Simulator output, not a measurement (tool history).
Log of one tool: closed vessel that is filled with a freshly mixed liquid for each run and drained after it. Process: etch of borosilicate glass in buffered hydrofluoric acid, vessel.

run  hour  temperature setpoint of the liquid (K)  parts of 40 % ammonium fluoride to one part of 49 % hydrofluoric acid (parts by volume)  time in the liquid (s)  thickness taken off the borosilicate glass on a monitor wafer (nm)
  1     0                                  294.15                                                                                     11.5                      95                                                              75.795
  2   3.1                                  295.15                                                                                       11                      95                                                              85.116
  3   5.1                                  295.15                                                                                       11                     100                                                              88.845
  4   7.4                                  295.15                                                                                       11                      95                                                              83.719
  5  11.5                                  295.65                                                                                     10.5                      95                                                              89.412
  6  17.4                                  296.15                                                                                       10                      95                                                              98.451
  7  18.3                                  296.65                                                                                      9.5                      95                                                               103.2

Forecast run 8:
  8  23.3                                  297.15                                                                                        9                      95                                                                   ?

{"run 8": {"thickness taken off the borosilicate glass on a monitor wafer (nm)": 109.28}}
